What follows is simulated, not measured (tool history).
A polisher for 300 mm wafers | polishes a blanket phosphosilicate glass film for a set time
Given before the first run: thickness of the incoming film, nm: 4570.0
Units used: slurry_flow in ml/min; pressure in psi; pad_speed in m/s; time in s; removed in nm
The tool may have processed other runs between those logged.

| run | hour | slurry_flow | pressure | pad_speed | slurry_solids | time | removed |
|---|---|---|---|---|---|---|---|
| 1 | 0 | 310 | 2.3 | 1.1 | 1 | 40 | 245.37 |
| 2 | 1.5 | 310 | 2.3 | 1.1 | 1 | 40 | 245.1 |
| 3 | 5.5 | 310 | 2.3 | 0.94 | 1 | 40 | 216.71 |
| 4 | 9.9 | 310 | 2.3 | 0.68 | 1 | 40 | 165.04 |
| 5 | 16.1 | 310 | 2.6 | 0.68 | 1 | 40 | 189.86 |
| 6 | 18 | 240 | 2.6 | 0.68 | 1 | 40 | 181.59 |
| 7 | 22.6 | 325 | 3.2 | 0.7 | 1 | 40 | 231.77 |
| 8 | 27.4 | 325 | 3.3 | 0.72 | 1 | 40 | 246.54 |

What does the tool deliver on the next run?
| 9 | 28.3 | 325 | 3.4 | 0.74 | 1 | 40 | ? |

{"run 9": {"removed": 258.67}}
